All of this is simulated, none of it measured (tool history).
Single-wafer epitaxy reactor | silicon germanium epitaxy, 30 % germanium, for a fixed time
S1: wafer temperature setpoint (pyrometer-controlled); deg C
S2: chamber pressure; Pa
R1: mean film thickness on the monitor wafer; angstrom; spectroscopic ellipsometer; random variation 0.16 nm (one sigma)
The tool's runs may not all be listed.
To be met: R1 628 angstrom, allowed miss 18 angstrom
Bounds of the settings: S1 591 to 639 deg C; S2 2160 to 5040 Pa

run,hour,S1,S2,R1
1,0,615,3600,718.58
2,7.3,613,3586,698.65
3,8.8,613,3133,658.19
4,16,612,3133,650.42
5,17.2,602,3133,554.86
6,21.9,604,3146,574.35
7,26.9,605,3160,581.52
8,33,606,3173,594.26
9,41,606,3173,595.27
10,45.5,607,3173,604.24

Which of these 5 next moves meets every target?
A,50,607,4040,?
B,50,606,2946,?
C,50,611,2933,?
D,50,613,3200,?
E,50,615,3213,?

move,R1
A,668.81
B,578.79
C,625.02
D,668.22
E,690.53
A: takes the result that was furthest off past its target
B: further off than the last run
C: meets every target
D: takes the result that was furthest off past its target
E: takes the result that was furthest off past its target
Move C is the one to make.
